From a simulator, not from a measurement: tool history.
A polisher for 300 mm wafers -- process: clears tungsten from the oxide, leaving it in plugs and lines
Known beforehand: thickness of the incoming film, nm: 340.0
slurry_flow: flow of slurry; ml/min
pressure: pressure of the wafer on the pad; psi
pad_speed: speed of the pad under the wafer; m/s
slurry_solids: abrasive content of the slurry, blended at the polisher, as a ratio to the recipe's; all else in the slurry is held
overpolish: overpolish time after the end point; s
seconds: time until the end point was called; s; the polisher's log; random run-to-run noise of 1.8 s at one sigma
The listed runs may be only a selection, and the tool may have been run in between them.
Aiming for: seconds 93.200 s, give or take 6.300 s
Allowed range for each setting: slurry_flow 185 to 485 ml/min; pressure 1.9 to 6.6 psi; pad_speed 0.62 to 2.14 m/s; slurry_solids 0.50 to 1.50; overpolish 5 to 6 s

run	hour	slurry_flow	pressure	pad_speed	slurry_solids	overpolish	seconds
1	0.0	310	4.2	1.38	1.00	6	51.285
2	2.8	310	3.7	1.34	1.00	6	56.735
3	6.8	310	3.2	1.34	1.00	6	64.471
4	9.8	310	3.2	1.34	1.00	5	63.150
5	16.0	245	3.2	1.34	1.00	5	66.942
6	22.4	245	2.9	1.32	1.00	5	73.702
7	25.7	245	2.7	1.30	1.00	5	77.345
8	33.2	245	2.5	1.30	1.00	5	80.009
9	39.9	245	2.5	1.30	1.00	5	76.818
10	41.8	245	2.4	1.28	1.00	5	83.710
11	47.2	245	2.3	1.28	1.00	5	81.784

Of the 4 settings listed for the next run, only one would bring every result within its allowed miss of target. Which one?
A	52.6	255	2.1	1.18	1.15	5	?
B	52.6	230	3.0	1.48	1.00	6	?
C	52.6	185	3.0	1.48	1.00	6	?
D	52.6	270	1.9	1.12	1.05	5	?

move	seconds
A	95.360
B	63.556
C	65.756
D	107.790
A: every result within its allowed miss
B: moves away from the targets compared with the last run
C: moves away from the targets compared with the last run
D: moves the result that the last run missed by most past its target, out the other side
The move that meets every target is A.
